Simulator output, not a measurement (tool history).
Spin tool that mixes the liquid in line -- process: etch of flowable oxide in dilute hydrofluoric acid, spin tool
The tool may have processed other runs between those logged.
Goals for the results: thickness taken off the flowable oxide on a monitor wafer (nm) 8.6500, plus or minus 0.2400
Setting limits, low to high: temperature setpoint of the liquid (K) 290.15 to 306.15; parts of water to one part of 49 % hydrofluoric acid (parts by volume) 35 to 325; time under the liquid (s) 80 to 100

run  hour  temperature setpoint of the liquid (K)  parts of water to one part of 49 % hydrofluoric acid (parts by volume)  time under the liquid (s)  thickness taken off the flowable oxide on a monitor wafer (nm)
  1   0.0                                  298.15                                                                     180                        100                                                         10.8610
  2   4.3                                  294.65                                                                     180                        100                                                          9.4346
  3  10.2                                  294.15                                                                     180                        100                                                          9.2695
  4  14.2                                  293.65                                                                     180                        100                                                          9.0439
  5  15.5                                  293.65                                                                     245                        100                                                          6.2998
  6  22.2                                  295.15                                                                     245                        100                                                          6.6502
  7  25.0                                  296.15                                                                     245                        100                                                          6.9377
  8  26.4                                  296.15                                                                     245                        100                                                          6.9358
  9  31.5                                  297.15                                                                     245                        100                                                          7.1343

Pick the move, out of 4, that brings all results within their allowed miss; only one does.
  A  36.6                                  295.65                                                                     190                        100                                                               ?
  B  36.6                                  298.15                                                                     215                        100                                                               ?
  C  36.6                                  298.15                                                                     195                        100                                                               ?
  D  36.6                                  298.15                                                                     230                        100                                                               ?

move  thickness taken off the flowable oxide on a monitor wafer (nm)
   A                                                          9.2509
   B                                                          8.7316
   C                                                          9.8401
   D                                                          8.0319
A: takes the biggest miss from the last run beyond its target
B: hits every target within its allowed miss
C: takes the biggest miss from the last run beyond its target
D: an improvement on the last run, though not all results are within tolerance
B meets every target.
